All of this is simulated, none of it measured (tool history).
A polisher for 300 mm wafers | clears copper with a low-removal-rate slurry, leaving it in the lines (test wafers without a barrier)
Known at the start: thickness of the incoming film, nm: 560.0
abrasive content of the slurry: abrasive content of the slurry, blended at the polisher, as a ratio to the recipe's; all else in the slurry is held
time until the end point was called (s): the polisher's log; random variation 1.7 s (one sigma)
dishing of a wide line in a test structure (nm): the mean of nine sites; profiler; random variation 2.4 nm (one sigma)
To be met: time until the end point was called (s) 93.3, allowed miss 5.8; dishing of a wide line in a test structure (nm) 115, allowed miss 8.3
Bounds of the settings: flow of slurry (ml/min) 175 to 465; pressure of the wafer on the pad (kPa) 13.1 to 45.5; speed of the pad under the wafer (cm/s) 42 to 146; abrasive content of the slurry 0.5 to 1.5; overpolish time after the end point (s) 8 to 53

run    day  flow of slurry (ml/min)  pressure of the wafer on the pad (kPa)  speed of the pad under the wafer (cm/s)  abrasive content of the slurry  overpolish time after the end point (s)  time until the end point was called (s)  dishing of a wide line in a test structure (nm)
  1      0                      295                                      29                                       94                               1                                       27                                   138.31                                           76.279
  2  0.283                      295                                      29                                       94                               1                                       33                                   134.85                                           84.565
  3   0.55                      295                                    30.3                                       94                               1                                       33                                   131.94                                           93.329
  4  0.858                      295                                    30.3                                       94                               1                                       26                                    127.8                                           74.153
  5  0.883                      295                                    30.3                                       94                               1                                       20                                   131.71                                           59.969
  6  1.025                      295                                    30.3                                      116                               1                                       20                                    105.6                                           72.148
  7  1.129                      295                                      31                                      116                               1                                       22                                   104.36                                           77.446
  8  1.267                      295                                    31.7                                      116                               1                                       24                                    98.94                                           85.922

Which of these 4 next moves meets every target?
  A  1.404                      330                                    35.2                                      114                            1.15                                       37                                        ?                                                ?
  B  1.404                      310                                      29                                      118                            1.05                                       28                                        ?                                                ?
  C  1.404                      245                                    29.6                                      124                               1                                       45                                        ?                                                ?
  D  1.404                      270                                    31.7                                      126                            1.25                                       33                                        ?                                                ?

move  time until the end point was called (s)  dishing of a wide line in a test structure (nm)
   A                                   92.178                                           128.95
   B                                   109.59                                           91.907
   C                                   104.44                                           131.81
   D                                   92.865                                           117.47
A: takes the result that was furthest off past its target
B: nearer than the last run, and not there yet
C: takes the result that was furthest off past its target
D: meets every target
Move D is the one to make.

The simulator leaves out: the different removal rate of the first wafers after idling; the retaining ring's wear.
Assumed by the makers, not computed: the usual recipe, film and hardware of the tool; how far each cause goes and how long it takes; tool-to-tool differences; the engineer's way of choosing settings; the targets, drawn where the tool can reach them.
